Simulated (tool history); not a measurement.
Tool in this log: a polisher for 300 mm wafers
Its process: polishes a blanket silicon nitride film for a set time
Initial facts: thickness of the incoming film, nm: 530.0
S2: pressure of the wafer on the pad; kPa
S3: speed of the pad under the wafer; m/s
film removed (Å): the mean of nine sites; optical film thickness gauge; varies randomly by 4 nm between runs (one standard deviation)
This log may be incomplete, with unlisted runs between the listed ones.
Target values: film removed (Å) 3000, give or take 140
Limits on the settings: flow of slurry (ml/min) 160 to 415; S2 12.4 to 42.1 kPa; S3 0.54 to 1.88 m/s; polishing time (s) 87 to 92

Run 1, hour 0: flow of slurry (ml/min) 265, S2 26.9 kPa, S3 1.2 m/s, polishing time (s) 87. Result: film removed (Å) 1871.
Run 2, hour 7.2: flow of slurry (ml/min) 215, S2 26.9 kPa, S3 1.2 m/s, polishing time (s) 87. Result: film removed (Å) 1820.7.
Run 3, hour 12.5: flow of slurry (ml/min) 215, S2 26.9 kPa, S3 1.2 m/s, polishing time (s) 92. Result: film removed (Å) 1863.4.
Run 4, hour 21.2: flow of slurry (ml/min) 215, S2 26.9 kPa, S3 1.2 m/s, polishing time (s) 87. Result: film removed (Å) 1838.9.
Run 5, hour 30.1: flow of slurry (ml/min) 215, S2 29 kPa, S3 1.2 m/s, polishing time (s) 87. Result: film removed (Å) 1943.8.
Run 6, hour 31.4: flow of slurry (ml/min) 220, S2 31 kPa, S3 1.2 m/s, polishing time (s) 87. Result: film removed (Å) 2069.1.
Run 7, hour 35.6: flow of slurry (ml/min) 220, S2 33.1 kPa, S3 1.2 m/s, polishing time (s) 87. Result: film removed (Å) 2158.4.
Run 8, hour 39.7: flow of slurry (ml/min) 220, S2 34.5 kPa, S3 1.22 m/s, polishing time (s) 87. Result: film removed (Å) 2293.9.
Run 9, hour 42: flow of slurry (ml/min) 220, S2 42.1 kPa, S3 1.26 m/s, polishing time (s) 87. Result: film removed (Å) 2784.2.
Run 10, hour 49: flow of slurry (ml/min) 220, S2 42.1 kPa, S3 1.28 m/s, polishing time (s) 87. Result: film removed (Å) 2790.6.
Run 11, hour 52.5: flow of slurry (ml/min) 220, S2 42.1 kPa, S3 1.3 m/s, polishing time (s) 87. Result: film removed (Å) 2845.7.

5 next moves are on the table. One of them brings every result within its allowed miss. Which?
Run A, hour 56: flow of slurry (ml/min) 210, S2 42.1 kPa, S3 1.14 m/s, polishing time (s) 92. Result: film removed (Å) ?.
Run B, hour 56: flow of slurry (ml/min) 205, S2 38.6 kPa, S3 1.6 m/s, polishing time (s) 87. Result: film removed (Å) ?.
Run C, hour 56: flow of slurry (ml/min) 280, S2 39.3 kPa, S3 1.28 m/s, polishing time (s) 87. Result: film removed (Å) ?.
Run D, hour 56: flow of slurry (ml/min) 205, S2 41.4 kPa, S3 1.26 m/s, polishing time (s) 87. Result: film removed (Å) ?.
Run E, hour 56: flow of slurry (ml/min) 170, S2 37.2 kPa, S3 1.42 m/s, polishing time (s) 87. Result: film removed (Å) ?.

move  film removed (Å)
   A            2753.6
   B            3094.7
   C            2765.9
   D            2752.8
   E            2655.3
A: its largest miss is bigger than the last run's
B: all results in spec
C: its largest miss is bigger than the last run's
D: its largest miss is bigger than the last run's
E: its largest miss is bigger than the last run's
Answer: B
